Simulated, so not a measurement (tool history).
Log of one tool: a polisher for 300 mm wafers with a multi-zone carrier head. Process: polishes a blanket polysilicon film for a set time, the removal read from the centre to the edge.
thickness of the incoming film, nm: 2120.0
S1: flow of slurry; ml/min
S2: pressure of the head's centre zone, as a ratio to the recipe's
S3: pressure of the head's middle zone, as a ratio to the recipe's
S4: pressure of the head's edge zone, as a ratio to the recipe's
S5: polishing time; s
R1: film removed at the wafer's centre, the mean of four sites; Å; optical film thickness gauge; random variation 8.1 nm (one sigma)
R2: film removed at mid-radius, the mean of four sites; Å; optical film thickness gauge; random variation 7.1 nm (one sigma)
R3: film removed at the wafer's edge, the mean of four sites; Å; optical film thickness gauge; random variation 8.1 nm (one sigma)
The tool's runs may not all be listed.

run 1 hour=0.0 | S1=135 S2=1.00 S3=1.00 S4=1.00 S5=84 | R1=7856.4 R2=7734.2 R3=7880.6
run 2 hour=5.1 | S1=135 S2=1.00 S3=0.92 S4=1.00 S5=84 | R1=7760.0 R2=7268.3 R3=7928.9
run 3 hour=14.1 | S1=140 S2=1.00 S3=0.94 S4=1.03 S5=86 | R1=7987.0 R2=7625.4 R3=8178.7
run 4 hour=17.8 | S1=140 S2=1.00 S3=0.94 S4=1.03 S5=104 | R1=9589.7 R2=9282.4 R3=9992.7
run 5 hour=21.2 | S1=170 S2=1.00 S3=0.94 S4=1.03 S5=104 | R1=9874.4 R2=9614.1 R3=10320.0
run 6 hour=29.3 | S1=140 S2=1.00 S3=0.94 S4=1.03 S5=104 | R1=9733.6 R2=9163.4 R3=9980.5

Run 7 comes next. What will it give?
run 7 hour=35.1 | S1=145 S2=1.00 S3=0.94 S4=1.03 S5=104 | R1=? R2=? R3=?

Run 7 gave R1 9681.4 Å, R2 9379.5 Å, R3 9996.1 Å.
